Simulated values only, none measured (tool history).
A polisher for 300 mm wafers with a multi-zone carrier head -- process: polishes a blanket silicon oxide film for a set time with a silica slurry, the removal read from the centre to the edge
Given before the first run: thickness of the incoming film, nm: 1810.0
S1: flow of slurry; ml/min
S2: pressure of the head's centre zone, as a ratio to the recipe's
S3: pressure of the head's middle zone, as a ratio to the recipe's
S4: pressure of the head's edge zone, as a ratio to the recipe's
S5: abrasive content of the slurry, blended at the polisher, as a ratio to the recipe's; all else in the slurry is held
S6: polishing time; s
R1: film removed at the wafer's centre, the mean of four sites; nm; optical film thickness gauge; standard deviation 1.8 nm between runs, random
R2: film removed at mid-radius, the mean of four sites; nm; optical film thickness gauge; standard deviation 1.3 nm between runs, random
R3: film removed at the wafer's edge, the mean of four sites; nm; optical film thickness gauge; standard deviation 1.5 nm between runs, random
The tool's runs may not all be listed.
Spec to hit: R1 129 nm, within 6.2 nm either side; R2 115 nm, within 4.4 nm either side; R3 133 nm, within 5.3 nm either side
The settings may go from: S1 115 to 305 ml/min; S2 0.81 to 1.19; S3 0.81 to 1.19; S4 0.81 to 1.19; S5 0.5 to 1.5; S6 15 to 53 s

run  hour   S1    S2    S3    S4    S5  S6      R1      R2      R3
  1     0  195     1     1     1     1  34  88.467  89.422   87.32
  2   4.6  195     1     1  0.93     1  34   87.86  89.275  85.595
  3  10.9  195     1  0.98  0.94  1.05  35  92.128   92.31  91.003
  4  13.8  195     1  0.97  0.95   1.1  35  91.995  90.152  91.891
  5  14.5  195     1  0.97   0.9   1.1  35   95.65  91.743  89.346
  6  22.3  195     1  0.97  0.84   1.1  35  93.974  91.189  86.922
  7  25.8  195     1  0.97  0.86  1.15  35  98.079   93.17  89.167
  8  31.8  195     1  0.97  0.88   1.2  35  96.372  95.054  91.947
  9  33.1  195  1.01  0.96   0.9  1.25  35  97.241  92.907  93.852
 10  38.6  225  1.08  1.01     1   1.5  42   138.9  126.04  125.17
 11    40  220  1.07     1  1.01   1.5  42  133.03  124.97  125.57
 12    41  220  1.07  0.99  1.02   1.5  42  135.86  122.92  125.17
 13  48.7  215  1.06  0.98  1.03   1.5  42  130.72   124.5  126.02
 14  54.2  215  1.06  0.96  1.04   1.5  42   133.4  119.77  129.85
 15  56.3  210  1.05  0.94  1.05   1.5  42  127.94  119.99  130.98

Next run, 4 choices. One meets every target within its allowed miss, the rest don't. Which?
  A  58.4  215  0.93   0.9  1.14   1.4  43   ?   ?   ?
  B  58.4  205  0.97  0.89  1.08  1.45  40   ?   ?   ?
  C  58.4  200  1.06  0.95  1.05   1.5  41   ?   ?   ?
  D  58.4  185  1.04  0.89  1.11   1.5  43   ?   ?   ?

move      R1      R2      R3
   A     117  114.58  132.09
   B  113.98  106.18  120.26
   C  128.61  114.87  122.37
   D  130.89  113.78  131.14
A: corrects the largest miss of the last run, while another result sits out of spec
B: carries the result that was furthest off beyond its target, to the other side
C: corrects the largest miss of the last run, while another result sits out of spec
D: all results land within tolerance of their targets
Go with D: it meets all targets.

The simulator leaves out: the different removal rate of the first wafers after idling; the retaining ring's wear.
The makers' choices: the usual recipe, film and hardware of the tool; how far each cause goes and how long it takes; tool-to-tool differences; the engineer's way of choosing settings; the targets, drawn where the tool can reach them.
